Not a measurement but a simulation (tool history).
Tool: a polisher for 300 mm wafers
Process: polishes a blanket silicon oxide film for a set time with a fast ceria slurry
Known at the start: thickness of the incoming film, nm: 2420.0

run  hour  flow of slurry (ml/min)  pressure of the wafer on the pad (psi)  speed of the pad under the wafer (m/s)  polishing time (s)  film removed (Å)
  1   0.0                      130                                     2.2                                    1.24                  39            5693.4
  2   1.9                      125                                     1.8                                    1.18                  39            4473.8
  3   4.6                      125                                     1.8                                    1.46                  39            5572.8
  4   9.6                      125                                     1.8                                    1.46                  36            5005.5
  5  10.5                      120                                     1.6                                    1.38                  36            4191.7
  6  17.6                      110                                     1.4                                    1.38                  36            3662.0
  7  18.2                      105                                     1.3                                    1.38                  36            3393.8
  8  20.1                      105                                     1.3                                    1.38                  36            3358.2

Forecast run 9:
  9  28.8                      100                                     1.2                                    1.38                  36                 ?

{"run 9": {"film removed (Å)": 3132.6}}
